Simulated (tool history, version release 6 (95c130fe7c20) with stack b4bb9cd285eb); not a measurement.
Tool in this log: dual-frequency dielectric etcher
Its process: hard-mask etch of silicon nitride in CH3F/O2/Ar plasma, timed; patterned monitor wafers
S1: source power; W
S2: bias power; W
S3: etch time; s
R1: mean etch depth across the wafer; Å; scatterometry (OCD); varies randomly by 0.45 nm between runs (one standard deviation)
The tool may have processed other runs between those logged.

Run 1, hour 0.0: S1 370 W, S2 82 W, S3 221.0 s. Result: R1 1524.4 Å.
Run 2, hour 2.9: S1 370 W, S2 82 W, S3 221.0 s. Result: R1 1519.4 Å.
Run 3, hour 7.4: S1 390 W, S2 86 W, S3 222.0 s. Result: R1 1600.5 Å.
Run 4, hour 9.7: S1 410 W, S2 88 W, S3 222.5 s. Result: R1 1655.3 Å.
Run 5, hour 14.1: S1 430 W, S2 89 W, S3 223.0 s. Result: R1 1700.1 Å.
Run 6, hour 16.1: S1 490 W, S2 89 W, S3 223.0 s. Result: R1 1796.2 Å.
Run 7, hour 17.1: S1 490 W, S2 90 W, S3 223.5 s. Result: R1 1803.8 Å.

Run 8 is up next; what results do you expect?
Run 8, hour 22.6: S1 490 W, S2 91 W, S3 223.5 s. Result: R1 ?.

R1: 1816.1 Å
